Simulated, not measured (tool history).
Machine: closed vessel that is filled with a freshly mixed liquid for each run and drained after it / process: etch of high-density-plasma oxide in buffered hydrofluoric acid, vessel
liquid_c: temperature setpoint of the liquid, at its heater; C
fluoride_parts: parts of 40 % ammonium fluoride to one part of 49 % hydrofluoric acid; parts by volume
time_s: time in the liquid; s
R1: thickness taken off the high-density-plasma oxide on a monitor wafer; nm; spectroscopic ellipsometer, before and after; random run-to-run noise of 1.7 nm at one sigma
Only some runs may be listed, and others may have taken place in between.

run 1 day=0 | liquid_c=22 fluoride_parts=10 time_s=105 | R1=181.15
run 2 day=0.362 | liquid_c=20.5 fluoride_parts=10 time_s=105 | R1=165.2
run 3 day=0.712 | liquid_c=20.5 fluoride_parts=11.5 time_s=105 | R1=144.9
run 4 day=0.808 | liquid_c=20.5 fluoride_parts=9 time_s=105 | R1=178.37
run 5 day=1.117 | liquid_c=20.5 fluoride_parts=11 time_s=105 | R1=152.59
run 6 day=1.333 | liquid_c=22 fluoride_parts=11 time_s=105 | R1=165.51
run 7 day=1.45 | liquid_c=24 fluoride_parts=11 time_s=105 | R1=183.81

Run 8, settings as shown, results not yet in. Your forecast:
run 8 day=1.717 | liquid_c=25.5 fluoride_parts=11 time_s=105 | R1=?

{"run 8": {"R1": 202.08}}

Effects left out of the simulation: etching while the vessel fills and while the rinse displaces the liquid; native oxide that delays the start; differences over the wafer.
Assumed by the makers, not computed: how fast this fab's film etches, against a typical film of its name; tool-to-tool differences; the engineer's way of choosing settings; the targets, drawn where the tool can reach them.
